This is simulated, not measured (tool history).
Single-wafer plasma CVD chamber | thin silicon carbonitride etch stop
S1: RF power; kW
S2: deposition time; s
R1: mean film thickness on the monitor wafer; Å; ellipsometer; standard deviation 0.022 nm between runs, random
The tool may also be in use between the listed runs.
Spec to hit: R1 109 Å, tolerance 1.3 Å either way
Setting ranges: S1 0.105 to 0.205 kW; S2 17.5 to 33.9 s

run	hour	S1	S2	R1
1	0	0.155	25.7	139.11
2	4.5	0.155	23.5	126.87
3	7.7	0.145	23.2	123.64
4	15.9	0.14	22.9	121.61
5	19.2	0.135	22.6	119.19
# hour 24.6: RF generator calibrated
6	24.6	0.145	22.6	122.18
7	27.3	0.14	22.3	119.75
8	34.3	0.135	22	117.42

Which one of the following 5 next-run settings gets every result inside its allowed miss? There is exactly one.
A	41.3	0.14	19.4	?
B	41.3	0.125	20.6	?
C	41.3	0.135	24.4	?
D	41.3	0.145	23.3	?
E	41.3	0.135	21	?

move	R1
A	104.02
B	108.36
C	130.01
D	125.69
E	111.89
A: takes the result that was furthest off past its target
B: all results in spec
C: its largest miss is bigger than the last run's
D: its largest miss is bigger than the last run's
E: an improvement on the last run, though not all results are within tolerance
Correct choice: B, which meets every target
